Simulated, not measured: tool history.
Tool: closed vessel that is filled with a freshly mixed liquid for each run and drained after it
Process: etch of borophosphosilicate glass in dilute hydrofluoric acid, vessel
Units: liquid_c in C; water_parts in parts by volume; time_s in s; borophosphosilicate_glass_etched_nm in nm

run,hour,liquid_c,water_parts,time_s,borophosphosilicate_glass_etched_nm
1,0.0,21.0,70,30,14.9960
2,2.6,21.0,70,30,14.9220
3,5.7,21.0,90,30,11.4410
4,12.6,18.5,90,30,10.2630
5,21.0,20.5,90,30,11.1830
6,26.5,20.5,110,30,8.8828
7,32.1,21.5,100,30,10.3250
8,34.9,22.5,90,30,12.0480
9,39.1,23.0,85,30,13.1530

The next listed run, before its measurement:
10,45.3,23.5,80,30,?

Run 10 gave borophosphosilicate_glass_etched_nm 14.4760 nm.
